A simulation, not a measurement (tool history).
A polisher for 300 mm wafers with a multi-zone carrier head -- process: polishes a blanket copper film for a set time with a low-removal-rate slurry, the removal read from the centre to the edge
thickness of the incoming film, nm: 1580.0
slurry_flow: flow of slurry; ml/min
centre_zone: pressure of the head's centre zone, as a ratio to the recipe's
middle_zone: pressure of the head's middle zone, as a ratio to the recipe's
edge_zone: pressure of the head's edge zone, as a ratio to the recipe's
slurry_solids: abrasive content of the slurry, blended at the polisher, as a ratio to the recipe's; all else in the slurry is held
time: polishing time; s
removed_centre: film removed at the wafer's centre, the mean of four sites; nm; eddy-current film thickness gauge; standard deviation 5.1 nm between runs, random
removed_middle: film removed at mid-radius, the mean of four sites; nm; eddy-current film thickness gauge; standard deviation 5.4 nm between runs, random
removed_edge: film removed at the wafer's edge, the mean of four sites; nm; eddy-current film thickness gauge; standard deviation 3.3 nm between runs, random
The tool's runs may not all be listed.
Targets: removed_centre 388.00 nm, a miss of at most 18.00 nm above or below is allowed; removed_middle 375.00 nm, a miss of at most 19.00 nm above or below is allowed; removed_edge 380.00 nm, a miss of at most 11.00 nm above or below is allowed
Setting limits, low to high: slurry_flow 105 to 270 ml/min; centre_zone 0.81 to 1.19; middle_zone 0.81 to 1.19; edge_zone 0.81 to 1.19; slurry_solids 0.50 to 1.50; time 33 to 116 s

Run 1, day 0.000: slurry_flow 175 ml/min, centre_zone 1.00, middle_zone 1.00, edge_zone 1.00, slurry_solids 1.00, time 74 s. Result: removed_centre 255.41 nm, removed_middle 259.88 nm, removed_edge 261.70 nm.
Run 2, day 0.125: slurry_flow 210 ml/min, centre_zone 1.00, middle_zone 1.00, edge_zone 1.00, slurry_solids 1.00, time 74 s. Result: removed_centre 265.74 nm, removed_middle 262.29 nm, removed_edge 270.49 nm.
Run 3, day 0.192: slurry_flow 210 ml/min, centre_zone 1.00, middle_zone 1.00, edge_zone 1.00, slurry_solids 1.00, time 85 s. Result: removed_centre 313.22 nm, removed_middle 307.88 nm, removed_edge 309.21 nm.
Run 4, day 0.329: slurry_flow 215 ml/min, centre_zone 1.01, middle_zone 1.01, edge_zone 1.03, slurry_solids 1.10, time 86 s. Result: removed_centre 326.76 nm, removed_middle 325.71 nm, removed_edge 319.38 nm.
Run 5, day 0.508: slurry_flow 180 ml/min, centre_zone 1.01, middle_zone 1.01, edge_zone 1.03, slurry_solids 1.10, time 86 s. Result: removed_centre 312.49 nm, removed_middle 308.64 nm, removed_edge 321.95 nm.
Run 6, day 0.821: slurry_flow 180 ml/min, centre_zone 0.95, middle_zone 1.01, edge_zone 1.03, slurry_solids 1.10, time 86 s. Result: removed_centre 296.35 nm, removed_middle 304.46 nm, removed_edge 315.18 nm.
Run 7, day 0.958: slurry_flow 180 ml/min, centre_zone 0.98, middle_zone 1.02, edge_zone 1.05, slurry_solids 1.20, time 87 s. Result: removed_centre 312.86 nm, removed_middle 324.27 nm, removed_edge 334.04 nm.
Run 8, day 1.092: slurry_flow 185 ml/min, centre_zone 1.01, middle_zone 1.02, edge_zone 1.06, slurry_solids 1.25, time 87 s. Result: removed_centre 332.66 nm, removed_middle 334.17 nm, removed_edge 333.48 nm.
Run 9, day 1.404: slurry_flow 210 ml/min, centre_zone 1.02, middle_zone 0.99, edge_zone 1.16, slurry_solids 1.50, time 91 s. Result: removed_centre 373.21 nm, removed_middle 368.32 nm, removed_edge 391.05 nm.

Which single option among these 5 for the next run brings every result within its allowed miss of target? Just one does.
Run A, day 1.717: slurry_flow 210 ml/min, centre_zone 0.95, middle_zone 1.06, edge_zone 1.11, slurry_solids 1.50, time 93 s. Result: removed_centre ?, removed_middle ?, removed_edge ?.
Run B, day 1.717: slurry_flow 200 ml/min, centre_zone 0.99, middle_zone 1.00, edge_zone 1.17, slurry_solids 1.40, time 99 s. Result: removed_centre ?, removed_middle ?, removed_edge ?.
Run C, day 1.717: slurry_flow 200 ml/min, centre_zone 1.06, middle_zone 1.02, edge_zone 1.10, slurry_solids 1.50, time 93 s. Result: removed_centre ?, removed_middle ?, removed_edge ?.
Run D, day 1.717: slurry_flow 270 ml/min, centre_zone 0.98, middle_zone 1.15, edge_zone 0.91, slurry_solids 1.50, time 94 s. Result: removed_centre ?, removed_middle ?, removed_edge ?.
Run E, day 1.717: slurry_flow 225 ml/min, centre_zone 0.92, middle_zone 1.04, edge_zone 1.14, slurry_solids 1.50, time 92 s. Result: removed_centre ?, removed_middle ?, removed_edge ?.

move  removed_centre  removed_middle  removed_edge
   A          349.47          387.59        383.09
   B          379.00          386.66        410.30
   C          387.69          374.44        380.00
   D          375.70          427.62        360.10
   E          337.58          381.06        386.23
A: brings the last run's worst result on target, with another outside its allowed miss
B: further off than the last run
C: meets every target
D: takes the result that was furthest off past its target
E: brings the last run's worst result on target, with another outside its allowed miss
Go with C: it meets all targets.
